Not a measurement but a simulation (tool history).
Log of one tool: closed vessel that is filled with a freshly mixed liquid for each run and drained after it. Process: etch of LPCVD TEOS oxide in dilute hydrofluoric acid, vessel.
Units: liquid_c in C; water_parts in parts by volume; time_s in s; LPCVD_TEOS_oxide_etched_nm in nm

run 1 day=0 | liquid_c=24 water_parts=90 time_s=30 | LPCVD_TEOS_oxide_etched_nm=11.961
run 2 day=0.275 | liquid_c=26 water_parts=80 time_s=30 | LPCVD_TEOS_oxide_etched_nm=14.781
run 3 day=0.592 | liquid_c=24 water_parts=80 time_s=30 | LPCVD_TEOS_oxide_etched_nm=13.475
run 4 day=0.958 | liquid_c=24 water_parts=105 time_s=30 | LPCVD_TEOS_oxide_etched_nm=10.065
run 5 day=1.125 | liquid_c=24 water_parts=105 time_s=30 | LPCVD_TEOS_oxide_etched_nm=9.971
run 6 day=1.238 | liquid_c=26 water_parts=95 time_s=30 | LPCVD_TEOS_oxide_etched_nm=12.265
run 7 day=1.562 | liquid_c=27.5 water_parts=85 time_s=30 | LPCVD_TEOS_oxide_etched_nm=14.551

Run 8 comes next. What will it give?
run 8 day=1.742 | liquid_c=27.5 water_parts=85 time_s=30 | LPCVD_TEOS_oxide_etched_nm=?

{"run 8": {"LPCVD_TEOS_oxide_etched_nm": 14.684}}
